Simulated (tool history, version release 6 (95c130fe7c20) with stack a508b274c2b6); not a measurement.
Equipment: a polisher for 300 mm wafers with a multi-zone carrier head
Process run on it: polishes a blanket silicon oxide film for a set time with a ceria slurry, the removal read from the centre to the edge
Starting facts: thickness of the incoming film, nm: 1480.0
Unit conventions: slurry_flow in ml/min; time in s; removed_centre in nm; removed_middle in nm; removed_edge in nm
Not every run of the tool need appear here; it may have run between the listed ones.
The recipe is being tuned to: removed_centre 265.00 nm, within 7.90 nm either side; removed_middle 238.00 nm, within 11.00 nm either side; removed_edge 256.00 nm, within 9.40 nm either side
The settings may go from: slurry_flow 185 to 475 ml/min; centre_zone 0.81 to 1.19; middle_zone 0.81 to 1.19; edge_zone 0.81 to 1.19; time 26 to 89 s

{"run": 1, "hour": 0.0, "slurry_flow": 305, "centre_zone": 1.0, "middle_zone": 1.0, "edge_zone": 1.0, "time": 57, "removed_centre": 300.81, "removed_middle": 293.78, "removed_edge": 296.72}
{"run": 2, "hour": 7.4, "slurry_flow": 305, "centre_zone": 1.06, "middle_zone": 1.0, "edge_zone": 1.0, "time": 57, "removed_centre": 317.66, "removed_middle": 295.98, "removed_edge": 293.11}
{"run": 3, "hour": 9.7, "slurry_flow": 305, "centre_zone": 1.06, "middle_zone": 1.03, "edge_zone": 1.0, "time": 57, "removed_centre": 318.22, "removed_middle": 299.44, "removed_edge": 293.86}
{"run": 4, "hour": 12.1, "slurry_flow": 300, "centre_zone": 1.04, "middle_zone": 0.98, "edge_zone": 0.99, "time": 55, "removed_centre": 297.73, "removed_middle": 273.05, "removed_edge": 287.94}
{"run": 5, "hour": 18.9, "slurry_flow": 300, "centre_zone": 1.04, "middle_zone": 1.03, "edge_zone": 0.99, "time": 55, "removed_centre": 301.46, "removed_middle": 287.9, "removed_edge": 276.2}
{"run": 6, "hour": 20.9, "slurry_flow": 290, "centre_zone": 1.03, "middle_zone": 1.0, "edge_zone": 0.96, "time": 54, "removed_centre": 288.69, "removed_middle": 276.26, "removed_edge": 273.38}
{"run": 7, "hour": 25.9, "slurry_flow": 285, "centre_zone": 1.03, "middle_zone": 0.98, "edge_zone": 0.94, "time": 53, "removed_centre": 284.66, "removed_middle": 267.88, "removed_edge": 266.14}
{"run": 8, "hour": 33.4, "slurry_flow": 280, "centre_zone": 1.03, "middle_zone": 0.96, "edge_zone": 0.93, "time": 52, "removed_centre": 276.15, "removed_middle": 261.16, "removed_edge": 256.48}
{"run": 9, "hour": 37.5, "slurry_flow": 275, "centre_zone": 1.03, "middle_zone": 0.93, "edge_zone": 0.93, "time": 52, "removed_centre": 278.58, "removed_middle": 255.24, "removed_edge": 258.98}
{"run": 10, "hour": 38.7, "slurry_flow": 270, "centre_zone": 1.02, "middle_zone": 0.91, "edge_zone": 0.93, "time": 52, "removed_centre": 275.38, "removed_middle": 243.3, "removed_edge": 255.95}

Which of these 5 next moves meets every target?
{"run": "A", "hour": 39.9, "slurry_flow": 280, "centre_zone": 1.02, "middle_zone": 1.03, "edge_zone": 0.89, "time": 50, "removed_centre": "?", "removed_middle": "?", "removed_edge": "?"}
{"run": "B", "hour": 39.9, "slurry_flow": 325, "centre_zone": 0.93, "middle_zone": 0.81, "edge_zone": 0.91, "time": 55, "removed_centre": "?", "removed_middle": "?", "removed_edge": "?"}
{"run": "C", "hour": 39.9, "slurry_flow": 205, "centre_zone": 1.11, "middle_zone": 0.91, "edge_zone": 0.95, "time": 51, "removed_centre": "?", "removed_middle": "?", "removed_edge": "?"}
{"run": "D", "hour": 39.9, "slurry_flow": 185, "centre_zone": 1.09, "middle_zone": 0.81, "edge_zone": 0.84, "time": 56, "removed_centre": "?", "removed_middle": "?", "removed_edge": "?"}
{"run": "E", "hour": 39.9, "slurry_flow": 215, "centre_zone": 0.98, "middle_zone": 0.87, "edge_zone": 0.9, "time": 53, "removed_centre": "?", "removed_middle": "?", "removed_edge": "?"}

move=A removed_centre=268.98 removed_middle=269.37 removed_edge=242.96
move=B removed_centre=272.75 removed_middle=245.68 removed_edge=273.27
move=C removed_centre=289.07 removed_middle=240.41 removed_edge=250.32
move=D removed_centre=307.75 removed_middle=237.38 removed_edge=258.11
move=E removed_centre=266.31 removed_middle=242.04 removed_edge=254.73
A: brings the result that was furthest off to its target, and leaves another outside
B: brings the result that was furthest off to its target, and leaves another outside
C: lands further from the targets than the last run did
D: lands further from the targets than the last run did
E: in spec on every target
Go with E: it meets all targets.
